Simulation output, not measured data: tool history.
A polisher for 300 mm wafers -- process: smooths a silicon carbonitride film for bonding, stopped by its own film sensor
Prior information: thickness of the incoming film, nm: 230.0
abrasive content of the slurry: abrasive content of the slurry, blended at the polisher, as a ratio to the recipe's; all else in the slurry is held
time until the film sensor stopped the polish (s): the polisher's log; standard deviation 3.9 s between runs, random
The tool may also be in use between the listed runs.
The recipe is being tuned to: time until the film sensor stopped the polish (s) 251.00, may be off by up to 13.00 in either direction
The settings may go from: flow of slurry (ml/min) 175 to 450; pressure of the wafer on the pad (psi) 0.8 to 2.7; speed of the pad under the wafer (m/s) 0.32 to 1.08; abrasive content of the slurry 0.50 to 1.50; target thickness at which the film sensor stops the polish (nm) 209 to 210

| run | hour | flow of slurry (ml/min) | pressure of the wafer on the pad (psi) | speed of the pad under the wafer (m/s) | abrasive content of the slurry | target thickness at which the film sensor stops the polish (nm) | time until the film sensor stopped the polish (s) |
|---|---|---|---|---|---|---|---|
| 1 | 0.0 | 290 | 1.7 | 0.70 | 1.00 | 210 | 126.45 |
| 2 | 7.8 | 290 | 1.5 | 0.66 | 1.00 | 210 | 146.32 |
| 3 | 10.7 | 290 | 1.3 | 0.62 | 1.00 | 210 | 170.09 |
| 4 | 16.1 | 260 | 1.3 | 0.62 | 1.00 | 210 | 175.52 |
| 5 | 16.8 | 255 | 1.2 | 0.60 | 1.00 | 210 | 186.43 |
| 6 | 21.2 | 320 | 1.2 | 0.60 | 1.00 | 210 | 184.83 |
| 7 | 21.9 | 320 | 1.1 | 0.58 | 1.00 | 210 | 205.27 |
| 8 | 29.9 | 320 | 1.0 | 0.58 | 1.00 | 210 | 209.81 |
| 9 | 32.0 | 320 | 1.0 | 0.56 | 1.00 | 210 | 216.36 |

5 next moves are on the table. One of them brings every result within its allowed miss. Which?
| A | 34.1 | 385 | 0.8 | 0.54 | 0.90 | 209 | ? |
| B | 34.1 | 365 | 1.2 | 0.40 | 1.00 | 210 | ? |
| C | 34.1 | 320 | 1.1 | 0.62 | 1.15 | 209 | ? |
| D | 34.1 | 390 | 0.9 | 0.48 | 0.95 | 209 | ? |
| E | 34.1 | 395 | 1.0 | 0.54 | 0.95 | 210 | ? |

| move | time until the film sensor stopped the polish (s) |
|---|---|
| A | 281.21 |
| B | 252.80 |
| C | 189.01 |
| D | 280.91 |
| E | 227.80 |
A: takes the result that was furthest off past its target
B: in spec on every target
C: its largest miss is bigger than the last run's
D: takes the result that was furthest off past its target
E: closes in on the targets versus the last run, not all within tolerance yet
Correct choice: B, which meets every target
